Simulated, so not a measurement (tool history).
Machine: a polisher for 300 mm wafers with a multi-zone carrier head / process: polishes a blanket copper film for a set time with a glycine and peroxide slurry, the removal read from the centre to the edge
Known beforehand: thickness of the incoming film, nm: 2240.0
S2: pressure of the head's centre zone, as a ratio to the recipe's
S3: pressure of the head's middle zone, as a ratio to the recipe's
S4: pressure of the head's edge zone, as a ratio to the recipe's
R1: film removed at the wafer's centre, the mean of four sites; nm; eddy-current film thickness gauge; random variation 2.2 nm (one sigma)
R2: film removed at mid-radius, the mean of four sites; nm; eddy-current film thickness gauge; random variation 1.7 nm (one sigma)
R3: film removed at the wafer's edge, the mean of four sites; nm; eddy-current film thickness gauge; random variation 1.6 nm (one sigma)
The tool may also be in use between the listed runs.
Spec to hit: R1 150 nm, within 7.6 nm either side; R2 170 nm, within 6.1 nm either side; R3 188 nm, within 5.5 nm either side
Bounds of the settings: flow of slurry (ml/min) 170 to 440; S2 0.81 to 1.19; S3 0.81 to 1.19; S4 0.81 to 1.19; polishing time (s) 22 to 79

Run 1, hour 0: flow of slurry (ml/min) 280, S2 1, S3 1, S4 1, polishing time (s) 50. Result: R1 236.8 nm, R2 234.43 nm, R3 239.07 nm.
Run 2, hour 1: flow of slurry (ml/min) 280, S2 1, S3 1.09, S4 1, polishing time (s) 50. Result: R1 237.06 nm, R2 257.56 nm, R3 237.37 nm.
Run 3, hour 6.9: flow of slurry (ml/min) 280, S2 1, S3 1.12, S4 1, polishing time (s) 50. Result: R1 231.78 nm, R2 257.41 nm, R3 236.79 nm.
Run 4, hour 12.4: flow of slurry (ml/min) 275, S2 0.98, S3 1.1, S4 1.01, polishing time (s) 49. Result: R1 228.35 nm, R2 256.59 nm, R3 232.74 nm.
Run 5, hour 19.8: flow of slurry (ml/min) 280, S2 0.96, S3 1.07, S4 1.03, polishing time (s) 47. Result: R1 213.83 nm, R2 232.8 nm, R3 228.33 nm.
Run 6, hour 22.3: flow of slurry (ml/min) 275, S2 0.94, S3 1.06, S4 1.03, polishing time (s) 46. Result: R1 207.2 nm, R2 229.86 nm, R3 225.08 nm.
Run 7, hour 30.2: flow of slurry (ml/min) 275, S2 0.93, S3 1.05, S4 1.03, polishing time (s) 45. Result: R1 191.47 nm, R2 223.6 nm, R3 217.85 nm.
Run 8, hour 36.3: flow of slurry (ml/min) 275, S2 0.92, S3 1.03, S4 1.02, polishing time (s) 44. Result: R1 193.44 nm, R2 216.68 nm, R3 215.04 nm.
Run 9, hour 39.5: flow of slurry (ml/min) 275, S2 0.91, S3 1.02, S4 1.02, polishing time (s) 43. Result: R1 185.24 nm, R2 208.23 nm, R3 207.46 nm.
Run 10, hour 46.3: flow of slurry (ml/min) 270, S2 0.9, S3 1.01, S4 1.02, polishing time (s) 43. Result: R1 181.24 nm, R2 204.61 nm, R3 209.45 nm.
Run 11, hour 52.6: flow of slurry (ml/min) 265, S2 0.89, S3 1, S4 1.01, polishing time (s) 43. Result: R1 180.73 nm, R2 203.68 nm, R3 205.11 nm.
Run 12, hour 61.5: flow of slurry (ml/min) 260, S2 0.88, S3 0.99, S4 1.01, polishing time (s) 43. Result: R1 177.29 nm, R2 201.77 nm, R3 207.36 nm.
Run 13, hour 64.3: flow of slurry (ml/min) 255, S2 0.87, S3 0.98, S4 1.01, polishing time (s) 43. Result: R1 177.37 nm, R2 201.76 nm, R3 206.61 nm.
Run 14, hour 68.4: flow of slurry (ml/min) 255, S2 0.86, S3 0.97, S4 1.01, polishing time (s) 42. Result: R1 167.06 nm, R2 190.66 nm, R3 200.05 nm.
Run 15, hour 70.5: flow of slurry (ml/min) 250, S2 0.85, S3 0.96, S4 1.01, polishing time (s) 42. Result: R1 162.14 nm, R2 192.19 nm, R3 201.88 nm.
Run 16, hour 72.9: flow of slurry (ml/min) 250, S2 0.85, S3 0.95, S4 1, polishing time (s) 42. Result: R1 169.03 nm, R2 186.77 nm, R3 198.94 nm.
Run 17, hour 75.1: flow of slurry (ml/min) 245, S2 0.85, S3 0.95, S4 1, polishing time (s) 42. Result: R1 165.74 nm, R2 189.87 nm, R3 201.9 nm.
Run 18, hour 78.5: flow of slurry (ml/min) 245, S2 0.85, S3 0.94, S4 1, polishing time (s) 42. Result: R1 167.3 nm, R2 189.54 nm, R3 197.82 nm.
Run 19, hour 87.2: flow of slurry (ml/min) 245, S2 0.85, S3 0.93, S4 1, polishing time (s) 42. Result: R1 168.28 nm, R2 188.01 nm, R3 201.9 nm.

Below are 4 possible settings for the next run. Only one of them brings all results inside the allowed miss of their targets. Which is it?
Run A, hour 95.9: flow of slurry (ml/min) 230, S2 0.98, S3 0.88, S4 0.98, polishing time (s) 40. Result: R1 ?, R2 ?, R3 ?.
Run B, hour 95.9: flow of slurry (ml/min) 225, S2 0.85, S3 0.94, S4 1.09, polishing time (s) 39. Result: R1 ?, R2 ?, R3 ?.
Run C, hour 95.9: flow of slurry (ml/min) 215, S2 0.86, S3 0.94, S4 0.95, polishing time (s) 48. Result: R1 ?, R2 ?, R3 ?.
Run D, hour 95.9: flow of slurry (ml/min) 170, S2 0.93, S3 0.98, S4 0.94, polishing time (s) 48. Result: R1 ?, R2 ?, R3 ?.

move      R1      R2      R3
   A  181.58  168.87  187.49
   B  152.88  173.46  189.63
   C  188.92  212.03  220.61
   D  194.82  210.24  212.79
A: puts the biggest miss on target and leaves a different result outside tolerance
B: each result inside its tolerance
C: lands further from the targets than the last run did
D: lands further from the targets than the last run did
Go with B: it meets all targets.
